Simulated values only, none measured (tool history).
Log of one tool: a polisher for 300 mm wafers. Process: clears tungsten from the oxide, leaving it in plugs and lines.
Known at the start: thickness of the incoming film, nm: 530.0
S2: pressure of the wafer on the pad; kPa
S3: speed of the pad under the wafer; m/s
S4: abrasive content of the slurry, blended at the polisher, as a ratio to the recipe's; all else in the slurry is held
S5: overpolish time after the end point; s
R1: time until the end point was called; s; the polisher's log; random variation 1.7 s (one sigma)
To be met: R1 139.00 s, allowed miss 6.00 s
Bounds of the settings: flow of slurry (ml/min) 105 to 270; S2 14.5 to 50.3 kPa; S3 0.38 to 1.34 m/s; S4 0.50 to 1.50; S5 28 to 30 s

{"run": 1, "hour": 0.0, "flow of slurry (ml/min)": 175, "S2": 32.4, "S3": 0.86, "S4": 1.0, "S5": 28, "R1": 108.4}
{"run": 2, "hour": 7.5, "flow of slurry (ml/min)": 175, "S2": 32.4, "S3": 0.86, "S4": 1.2, "S5": 28, "R1": 102.0}
{"run": 3, "hour": 8.7, "flow of slurry (ml/min)": 175, "S2": 32.4, "S3": 0.86, "S4": 1.35, "S5": 28, "R1": 100.12}
{"run": 4, "hour": 15.0, "flow of slurry (ml/min)": 175, "S2": 29.6, "S3": 0.86, "S4": 1.35, "S5": 28, "R1": 107.1}
{"run": 5, "hour": 20.6, "flow of slurry (ml/min)": 175, "S2": 29.6, "S3": 0.86, "S4": 1.5, "S5": 28, "R1": 109.54}
{"run": 6, "hour": 24.4, "flow of slurry (ml/min)": 175, "S2": 29.6, "S3": 0.86, "S4": 1.5, "S5": 30, "R1": 108.57}
{"run": 7, "hour": 27.4, "flow of slurry (ml/min)": 175, "S2": 27.6, "S3": 0.86, "S4": 1.5, "S5": 30, "R1": 114.83}
{"run": 8, "hour": 34.9, "flow of slurry (ml/min)": 175, "S2": 26.2, "S3": 0.86, "S4": 1.5, "S5": 30, "R1": 119.25}
{"run": 9, "hour": 42.5, "flow of slurry (ml/min)": 175, "S2": 24.8, "S3": 0.86, "S4": 1.5, "S5": 30, "R1": 127.96}
{"run": 10, "hour": 48.1, "flow of slurry (ml/min)": 175, "S2": 24.1, "S3": 0.86, "S4": 1.5, "S5": 30, "R1": 132.53}

4 next moves are on the table. One of them brings every result within its allowed miss. Which?
{"run": "A", "hour": 53.7, "flow of slurry (ml/min)": 210, "S2": 20.7, "S3": 1.08, "S4": 1.5, "S5": 28, "R1": "?"}
{"run": "B", "hour": 53.7, "flow of slurry (ml/min)": 185, "S2": 27.6, "S3": 0.78, "S4": 1.5, "S5": 28, "R1": "?"}
{"run": "C", "hour": 53.7, "flow of slurry (ml/min)": 185, "S2": 28.3, "S3": 0.78, "S4": 1.45, "S5": 28, "R1": "?"}
{"run": "D", "hour": 53.7, "flow of slurry (ml/min)": 180, "S2": 24.1, "S3": 0.82, "S4": 1.5, "S5": 28, "R1": "?"}

move=A R1=118.23
move=B R1=125.01
move=C R1=122.99
move=D R1=135.93
A: further off than the last run
B: further off than the last run
C: further off than the last run
D: meets every target
The right move is D.
